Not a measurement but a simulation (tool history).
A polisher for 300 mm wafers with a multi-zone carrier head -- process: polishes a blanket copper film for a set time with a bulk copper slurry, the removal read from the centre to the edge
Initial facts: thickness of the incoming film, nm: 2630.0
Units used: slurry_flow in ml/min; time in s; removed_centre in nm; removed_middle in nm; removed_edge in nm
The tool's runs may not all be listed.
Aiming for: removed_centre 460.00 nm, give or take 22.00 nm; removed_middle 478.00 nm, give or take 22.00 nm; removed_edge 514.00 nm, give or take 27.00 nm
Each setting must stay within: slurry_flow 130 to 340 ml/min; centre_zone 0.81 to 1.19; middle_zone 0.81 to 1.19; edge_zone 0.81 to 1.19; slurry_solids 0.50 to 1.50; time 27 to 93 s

run,hour,slurry_flow,centre_zone,middle_zone,edge_zone,slurry_solids,time,removed_centre,removed_middle,removed_edge
1,0.0,220,1.00,1.00,1.00,1.00,59,740.74,749.74,715.19
2,6.8,270,1.00,1.00,1.00,1.00,59,771.02,784.99,771.28
3,11.5,315,1.00,1.00,1.00,1.00,59,781.73,805.24,743.39
4,15.1,315,0.94,1.00,1.00,1.00,59,736.76,804.68,748.84
5,19.8,305,0.91,0.95,0.99,0.85,54,624.27,679.80,688.87
6,22.4,305,0.91,0.95,0.99,0.85,42,494.69,532.29,530.59
7,29.9,300,0.91,0.93,0.98,0.80,42,498.10,525.44,525.18
8,33.5,295,0.90,0.91,0.98,0.75,42,460.22,496.98,531.79
9,37.9,295,0.91,0.91,0.97,0.75,42,476.90,514.21,514.06

Which one of the following 4 next-run settings gets every result inside its allowed miss? There is exactly one.
A,42.3,340,1.00,0.96,1.01,1.00,39,?,?,?
B,42.3,265,0.91,0.89,1.05,0.85,40,?,?,?
C,42.3,270,0.89,0.96,0.92,0.80,44,?,?,?
D,42.3,305,0.92,0.81,1.07,0.80,43,?,?,?

move,removed_centre,removed_middle,removed_edge
A,509.07,520.19,494.62
B,452.28,479.90,497.22
C,484.43,558.45,511.19
D,496.09,482.71,542.33
A: misses by more than the last run did
B: all results in spec
C: misses by more than the last run did
D: brings the last run's worst result on target, with another outside its allowed miss
B meets every target.
